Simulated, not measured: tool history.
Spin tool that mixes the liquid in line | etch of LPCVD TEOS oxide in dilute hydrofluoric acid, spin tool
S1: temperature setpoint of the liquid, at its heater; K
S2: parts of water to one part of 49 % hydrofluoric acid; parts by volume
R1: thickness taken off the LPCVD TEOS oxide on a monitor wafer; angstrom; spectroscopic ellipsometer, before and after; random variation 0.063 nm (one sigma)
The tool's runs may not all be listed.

{"run": 1, "hour": 0.0, "S1": 299.15, "S2": 55, "time under the liquid (s)": 15, "R1": 91.386}
{"run": 2, "hour": 5.0, "S1": 300.15, "S2": 55, "time under the liquid (s)": 15, "R1": 93.761}
{"run": 3, "hour": 12.4, "S1": 301.15, "S2": 55, "time under the liquid (s)": 15, "R1": 98.854}
{"run": 4, "hour": 15.6, "S1": 301.15, "S2": 40, "time under the liquid (s)": 15, "R1": 139.38}
{"run": 5, "hour": 22.5, "S1": 297.65, "S2": 40, "time under the liquid (s)": 15, "R1": 120.26}
{"run": 6, "hour": 28.5, "S1": 301.15, "S2": 40, "time under the liquid (s)": 15, "R1": 138.49}
{"run": 7, "hour": 30.6, "S1": 300.15, "S2": 40, "time under the liquid (s)": 15, "R1": 134.39}
{"run": 8, "hour": 34.6, "S1": 299.15, "S2": 40, "time under the liquid (s)": 15, "R1": 128.76}
{"run": 9, "hour": 36.7, "S1": 299.15, "S2": 40, "time under the liquid (s)": 15, "R1": 128.31}
{"run": 10, "hour": 43.3, "S1": 298.65, "S2": 40, "time under the liquid (s)": 15, "R1": 126.13}

Forecast run 11:
{"run": 11, "hour": 44.6, "S1": 298.15, "S2": 40, "time under the liquid (s)": 15, "R1": "?"}

Run 11 gave R1 123.03 angstrom.
